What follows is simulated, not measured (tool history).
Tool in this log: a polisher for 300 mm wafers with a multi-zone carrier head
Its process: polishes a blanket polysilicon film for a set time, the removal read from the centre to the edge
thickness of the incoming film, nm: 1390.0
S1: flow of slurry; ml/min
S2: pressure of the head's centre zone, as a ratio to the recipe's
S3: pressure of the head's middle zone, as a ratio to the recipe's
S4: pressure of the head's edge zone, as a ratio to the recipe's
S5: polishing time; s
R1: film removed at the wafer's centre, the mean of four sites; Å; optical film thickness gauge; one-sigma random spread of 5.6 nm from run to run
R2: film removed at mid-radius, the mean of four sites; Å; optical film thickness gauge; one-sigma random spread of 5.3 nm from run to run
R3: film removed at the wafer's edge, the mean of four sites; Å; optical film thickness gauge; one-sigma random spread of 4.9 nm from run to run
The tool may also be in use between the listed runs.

{"run": 1, "hour": 0.0, "S1": 275, "S2": 1, "S3": 1, "S4": 1, "S5": 84, "R1": 4147.7, "R2": 4109.9, "R3": 4183.8}
{"run": 2, "hour": 5.3, "S1": 280, "S2": 0.99, "S3": 1.04, "S4": 1.03, "S5": 88, "R1": 4298.2, "R2": 4510.6, "R3": 4420.6}
{"run": 3, "hour": 7.7, "S1": 280, "S2": 0.99, "S3": 0.96, "S4": 1.03, "S5": 88, "R1": 4344.7, "R2": 4135.9, "R3": 4487.1}
{"run": 4, "hour": 11.5, "S1": 280, "S2": 0.99, "S3": 0.96, "S4": 1.03, "S5": 103, "R1": 4986.1, "R2": 4915.4, "R3": 5245.2}
{"run": 5, "hour": 18.8, "S1": 285, "S2": 0.98, "S3": 0.99, "S4": 1.05, "S5": 104, "R1": 5072.7, "R2": 5131.5, "R3": 5328.9}
{"run": 6, "hour": 23.3, "S1": 325, "S2": 0.98, "S3": 0.99, "S4": 1.05, "S5": 104, "R1": 5122.8, "R2": 5109.9, "R3": 5390.4}
{"run": 7, "hour": 30.4, "S1": 320, "S2": 0.96, "S3": 1.02, "S4": 1.06, "S5": 105, "R1": 5075.1, "R2": 5322.9, "R3": 5410.7}
{"run": 8, "hour": 36.6, "S1": 315, "S2": 0.95, "S3": 1.04, "S4": 1.07, "S5": 106, "R1": 5017.4, "R2": 5467.2, "R3": 5421.3}
{"run": 9, "hour": 41.8, "S1": 315, "S2": 0.94, "S3": 1.05, "S4": 1.08, "S5": 107, "R1": 4996.8, "R2": 5608.7, "R3": 5579.8}

Predict the results of run 10:
{"run": 10, "hour": 49.5, "S1": 315, "S2": 0.94, "S3": 1.06, "S4": 1.08, "S5": 107, "R1": "?", "R2": "?", "R3": "?"}

Logged for run 10: R1 5087 Å, R2 5673.7 Å, R3 5596.6 Å.

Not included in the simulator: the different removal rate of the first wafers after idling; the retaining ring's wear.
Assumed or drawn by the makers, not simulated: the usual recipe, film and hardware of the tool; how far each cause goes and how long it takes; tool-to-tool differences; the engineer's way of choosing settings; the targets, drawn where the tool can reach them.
